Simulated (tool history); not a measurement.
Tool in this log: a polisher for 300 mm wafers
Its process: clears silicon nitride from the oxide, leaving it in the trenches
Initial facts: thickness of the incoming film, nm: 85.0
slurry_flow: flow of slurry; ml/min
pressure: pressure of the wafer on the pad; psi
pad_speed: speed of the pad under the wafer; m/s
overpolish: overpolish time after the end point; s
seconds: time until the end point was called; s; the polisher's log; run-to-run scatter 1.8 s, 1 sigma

run	day	slurry_flow	pressure	pad_speed	overpolish	seconds
1	0.000	220	3.4	0.84	5	124.68
2	0.100	220	4.0	0.84	5	104.80
3	0.371	220	4.0	0.84	5	106.61
4	0.508	220	3.3	0.84	5	125.86
5	0.567	220	3.3	0.84	5	126.71
6	0.812	220	3.3	0.84	5	127.69
7	0.938	220	2.9	0.84	5	143.77
8	1.108	220	2.6	0.84	5	157.05

Run 9 has not been measured yet. What should we expect?
9	1.342	220	2.4	0.84	5	?

For run 9 the tool returned seconds 173.12 s.
